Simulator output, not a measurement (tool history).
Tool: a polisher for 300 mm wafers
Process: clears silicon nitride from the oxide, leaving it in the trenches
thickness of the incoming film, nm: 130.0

run,hour,flow of slurry (ml/min),pressure of the wafer on the pad (kPa),speed of the pad under the wafer (m/s),overpolish time after the end point (s),time until the end point was called (s)
1,0.0,300,20.7,1.28,10,98.353
2,6.7,300,21.4,1.28,10,97.511
3,8.8,300,22.1,1.28,10,94.201
4,14.7,300,25.5,1.28,10,80.213
5,17.5,245,25.5,1.28,10,84.627
6,20.6,245,22.1,1.28,10,96.103

Run 7 comes next. What will it give?
# hour 25.0: slurry nozzle cleaned
7,25.0,245,22.8,1.28,10,?

{"run 7": {"time until the end point was called (s)": 92.435}}

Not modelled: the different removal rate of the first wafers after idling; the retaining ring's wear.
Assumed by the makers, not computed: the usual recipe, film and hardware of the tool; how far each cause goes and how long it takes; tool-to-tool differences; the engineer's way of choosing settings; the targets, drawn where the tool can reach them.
